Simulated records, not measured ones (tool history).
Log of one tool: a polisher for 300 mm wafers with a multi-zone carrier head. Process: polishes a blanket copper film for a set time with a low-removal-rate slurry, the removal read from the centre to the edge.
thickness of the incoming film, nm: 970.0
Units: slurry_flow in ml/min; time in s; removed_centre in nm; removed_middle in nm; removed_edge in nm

run    day  slurry_flow  centre_zone  middle_zone  edge_zone  slurry_solids  time  removed_centre  removed_middle  removed_edge
  1      0          295            1            1          1              1    32          86.568          84.054        88.255
  2  0.138          290         0.97         0.99       0.98           0.95    32          82.153          83.158         88.02
  3    0.2          290         0.96         0.99       0.97            0.9    32          81.039          80.728        84.184
  4  0.367          285         0.94         0.98       0.96           0.85    32          77.736          79.386        81.839
  5  0.571          285         0.94         1.05       0.96           0.85    32          78.696           83.12        84.221
  6  0.612          285         0.94         1.05        0.9           0.85    32          77.843          82.985        82.628
  7  0.862          285         0.94         1.05        0.9           0.85    32          79.338          83.367        81.466
  8  1.188          280         0.92         1.02       0.91           0.85    32          76.645          83.598        80.074
  9  1.521          280         0.91         1.01       0.94            0.8    32           75.46          81.317         79.97
 10  1.675          280          0.9         0.99       0.97            0.8    32          73.945          80.341        81.767

The next listed run, before its measurement:
 11  1.929          275          0.9         0.97       0.98            0.8    32               ?               ?             ?

{"run 11": {"removed_centre": 74.453, "removed_middle": 78.307, "removed_edge": 81.686}}
